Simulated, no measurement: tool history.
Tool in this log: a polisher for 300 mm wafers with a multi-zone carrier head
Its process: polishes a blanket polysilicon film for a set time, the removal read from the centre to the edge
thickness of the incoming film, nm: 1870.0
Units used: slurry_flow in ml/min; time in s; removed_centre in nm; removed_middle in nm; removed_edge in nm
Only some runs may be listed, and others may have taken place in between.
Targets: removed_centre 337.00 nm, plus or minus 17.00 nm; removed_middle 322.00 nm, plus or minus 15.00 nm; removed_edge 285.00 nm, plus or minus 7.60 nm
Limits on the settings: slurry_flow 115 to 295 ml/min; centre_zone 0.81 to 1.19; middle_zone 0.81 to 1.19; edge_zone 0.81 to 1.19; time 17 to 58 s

run  hour  slurry_flow  centre_zone  middle_zone  edge_zone  time  removed_centre  removed_middle  removed_edge
  1   0.0          190         1.00         1.00       1.00    37          438.85          415.55        416.14
  2   2.8          190         1.00         1.00       0.94    37          433.98          409.49        406.36
  3   5.1          190         1.02         1.02       0.91    34          402.30          394.79        370.53
  4  10.2          190         1.02         1.02       0.86    34          412.94          390.89        360.27
  5  10.8          185         1.02         1.02       0.85    32          376.25          359.82        336.41
  6  11.6          180         1.04         1.03       0.84    31          376.21          354.79        322.33
  7  13.8          170         1.04         1.04       0.83    30          370.22          350.94        307.25
  8  20.6          160         1.03         1.03       0.82    30          347.61          338.98        305.86
  9  27.9          155         1.04         1.03       0.82    30          347.90          342.07        299.76
 10  32.8          150         1.05         1.02       0.82    30          349.97          329.48        302.09
 11  38.5          145         1.05         1.03       0.82    30          358.59          334.90        297.79
 12  45.5          140         1.05         1.03       0.82    30          361.97          330.01        293.27
 13  47.3          140         1.05         1.03       0.82    30          351.32          337.93        297.85
 14  52.8          135         1.05         1.03       0.82    30          351.38          333.29        299.13

4 candidate next runs follow, results not yet known. Just one meets every target within its allowed miss. Identify it.
  A  58.3          120         1.10         1.09       0.89    28               ?               ?             ?
  B  58.3          130         0.98         1.07       0.84    30               ?               ?             ?
  C  58.3          145         0.98         1.00       0.83    31               ?               ?             ?
  D  58.3          145         0.97         0.95       0.85    32               ?               ?             ?

move  removed_centre  removed_middle  removed_edge
   A          337.11          321.74        287.77
   B          327.26          344.94        303.87
   C          345.72          343.36        317.15
   D          353.08          339.49        331.07
A: meets every target
B: lands further from the targets than the last run did
C: lands further from the targets than the last run did
D: lands further from the targets than the last run did
The right move is A.
